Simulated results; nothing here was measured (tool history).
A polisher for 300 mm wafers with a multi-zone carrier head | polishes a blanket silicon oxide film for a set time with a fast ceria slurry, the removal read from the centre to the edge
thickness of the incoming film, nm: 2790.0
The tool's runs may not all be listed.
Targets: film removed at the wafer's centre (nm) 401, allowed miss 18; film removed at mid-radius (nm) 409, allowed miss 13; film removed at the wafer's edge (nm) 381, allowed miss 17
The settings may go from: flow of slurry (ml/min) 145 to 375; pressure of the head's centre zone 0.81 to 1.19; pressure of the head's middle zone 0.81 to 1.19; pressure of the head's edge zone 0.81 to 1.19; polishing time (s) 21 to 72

run,hour,flow of slurry (ml/min),pressure of the head's centre zone,pressure of the head's middle zone,pressure of the head's edge zone,polishing time (s),film removed at the wafer's centre (nm),film removed at mid-radius (nm),film removed at the wafer's edge (nm)
1,0,240,1,1,1,46,505.66,487.36,506.39
2,8.9,240,0.99,1.01,0.97,44,473.74,477.65,480.44
3,15.3,240,1,1.01,0.94,42,467.02,449.32,458.55
4,17.8,240,1,1.03,0.92,40,448.7,440.96,423.61
5,23,240,1,1.03,0.92,29,323.36,316.62,312.17
6,26.7,245,1.01,1.05,0.94,30,341.57,329.36,326.29
7,30.3,250,1.01,1.07,0.95,31,350.36,351.57,330.75
8,38.5,270,1.05,1.09,1.05,36,426.67,425.33,410.66
9,39.5,260,1.04,1.09,1.03,36,419.8,413.8,417.2
10,44.7,305,1.06,1.14,1.04,31,370.16,383.46,363.78
11,50.8,305,1.07,1.15,1.05,31,382.69,386.34,370.48

Which of these 4 next moves meets every target?
A,56.9,270,1.11,1.18,1.13,36,?,?,?
B,56.9,250,1.1,1.1,1.08,35,?,?,?
C,56.9,265,1.13,1.03,0.93,32,?,?,?
D,56.9,290,1.06,1.15,1.03,33,?,?,?

move,film removed at the wafer's centre (nm),film removed at mid-radius (nm),film removed at the wafer's edge (nm)
A,453.7,455.16,428.78
B,431.07,411.7,404.27
C,408.89,359.17,346.48
D,401.47,412.39,378.22
A: takes the result that was furthest off past its target
B: brings the result that was furthest off to its target, and leaves another outside
C: further off than the last run
D: meets every target
Answer: D

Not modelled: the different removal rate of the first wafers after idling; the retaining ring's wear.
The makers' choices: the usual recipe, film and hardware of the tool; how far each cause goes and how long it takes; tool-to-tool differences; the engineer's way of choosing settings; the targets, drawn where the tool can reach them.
